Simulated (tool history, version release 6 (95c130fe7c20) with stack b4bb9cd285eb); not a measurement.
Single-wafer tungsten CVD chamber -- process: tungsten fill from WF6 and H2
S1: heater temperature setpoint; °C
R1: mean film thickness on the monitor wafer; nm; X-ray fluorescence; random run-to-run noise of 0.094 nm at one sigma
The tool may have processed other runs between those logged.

run 1 hour=0 | S1=390 chamber_pressure_(Pa)=4626 deposition_time_(s)=10.9 | R1=24.837
run 2 hour=3.9 | S1=390 chamber_pressure_(Pa)=5026 deposition_time_(s)=10.9 | R1=25.872
run 3 hour=5 | S1=390 chamber_pressure_(Pa)=5026 deposition_time_(s)=10.9 | R1=25.605
run 4 hour=8.5 | S1=389 chamber_pressure_(Pa)=5013 deposition_time_(s)=10.9 | R1=25.202
run 5 hour=12 | S1=388 chamber_pressure_(Pa)=5000 deposition_time_(s)=10.9 | R1=24.584
run 6 hour=18.4 | S1=384 chamber_pressure_(Pa)=5000 deposition_time_(s)=10.9 | R1=23.221
run 7 hour=22.4 | S1=383 chamber_pressure_(Pa)=4986 deposition_time_(s)=10.9 | R1=22.667
run 8 hour=25.3 | S1=382 chamber_pressure_(Pa)=4973 deposition_time_(s)=10.9 | R1=22.162
run 9 hour=30.1 | S1=381 chamber_pressure_(Pa)=4973 deposition_time_(s)=10.9 | R1=21.934
run 10 hour=33 | S1=380 chamber_pressure_(Pa)=4973 deposition_time_(s)=10.9 | R1=21.627

The next listed run, before its measurement:
run 11 hour=38.7 | S1=379 chamber_pressure_(Pa)=4973 deposition_time_(s)=10.9 | R1=?

R1: 20.983 nm
